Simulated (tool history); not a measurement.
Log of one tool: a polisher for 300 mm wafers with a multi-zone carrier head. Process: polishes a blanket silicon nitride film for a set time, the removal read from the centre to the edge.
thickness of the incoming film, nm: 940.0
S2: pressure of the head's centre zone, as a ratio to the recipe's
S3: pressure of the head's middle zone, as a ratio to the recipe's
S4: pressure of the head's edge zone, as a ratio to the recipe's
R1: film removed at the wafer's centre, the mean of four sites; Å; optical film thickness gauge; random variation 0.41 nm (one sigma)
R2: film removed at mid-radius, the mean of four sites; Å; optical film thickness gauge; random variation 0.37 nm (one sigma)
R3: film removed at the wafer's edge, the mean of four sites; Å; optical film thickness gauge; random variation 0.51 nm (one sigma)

{"run": 1, "hour": 0.0, "flow of slurry (ml/min)": 205, "S2": 1.0, "S3": 1.0, "S4": 1.0, "polishing time (s)": 38, "R1": 819.62, "R2": 827.69, "R3": 836.43}
{"run": 2, "hour": 5.8, "flow of slurry (ml/min)": 205, "S2": 1.0, "S3": 0.95, "S4": 1.0, "polishing time (s)": 38, "R1": 804.06, "R2": 782.98, "R3": 815.12}
{"run": 3, "hour": 12.8, "flow of slurry (ml/min)": 255, "S2": 1.0, "S3": 0.95, "S4": 1.0, "polishing time (s)": 38, "R1": 835.42, "R2": 821.45, "R3": 851.48}
{"run": 4, "hour": 21.7, "flow of slurry (ml/min)": 245, "S2": 0.98, "S3": 0.98, "S4": 0.95, "polishing time (s)": 33, "R1": 715.18, "R2": 722.9, "R3": 709.45}
{"run": 5, "hour": 26.0, "flow of slurry (ml/min)": 245, "S2": 0.98, "S3": 0.98, "S4": 0.89, "polishing time (s)": 33, "R1": 714.35, "R2": 725.92, "R3": 695.95}
{"run": 6, "hour": 33.1, "flow of slurry (ml/min)": 245, "S2": 0.95, "S3": 1.0, "S4": 0.87, "polishing time (s)": 30, "R1": 635.68, "R2": 673.69, "R3": 615.69}
{"run": 7, "hour": 34.8, "flow of slurry (ml/min)": 235, "S2": 0.92, "S3": 1.01, "S4": 0.86, "polishing time (s)": 28, "R1": 567.47, "R2": 619.81, "R3": 573.64}
{"run": 8, "hour": 42.1, "flow of slurry (ml/min)": 230, "S2": 0.91, "S3": 1.03, "S4": 0.85, "polishing time (s)": 26, "R1": 525.36, "R2": 594.71, "R3": 536.08}
{"run": 9, "hour": 47.0, "flow of slurry (ml/min)": 225, "S2": 0.91, "S3": 1.05, "S4": 0.84, "polishing time (s)": 25, "R1": 505.61, "R2": 574.6, "R3": 515.8}
{"run": 10, "hour": 51.6, "flow of slurry (ml/min)": 215, "S2": 0.91, "S3": 1.07, "S4": 0.83, "polishing time (s)": 24, "R1": 469.35, "R2": 553.18, "R3": 487.72}
{"run": 11, "hour": 60.5, "flow of slurry (ml/min)": 210, "S2": 0.92, "S3": 1.08, "S4": 0.83, "polishing time (s)": 24, "R1": 486.62, "R2": 555.97, "R3": 486.07}
{"run": 12, "hour": 66.9, "flow of slurry (ml/min)": 170, "S2": 0.87, "S3": 1.12, "S4": 0.81, "polishing time (s)": 22, "R1": 408.19, "R2": 509.16, "R3": 416.98}
{"run": 13, "hour": 75.8, "flow of slurry (ml/min)": 180, "S2": 0.88, "S3": 1.12, "S4": 0.81, "polishing time (s)": 22, "R1": 403.3, "R2": 511.94, "R3": 428.93}

Run 14 comes next. What will it give?
{"run": 14, "hour": 76.6, "flow of slurry (ml/min)": 190, "S2": 0.89, "S3": 1.12, "S4": 0.81, "polishing time (s)": 22, "R1": "?", "R2": "?", "R3": "?"}

R1: 426.90 Å
R2: 521.43 Å
R3: 435.76 Å
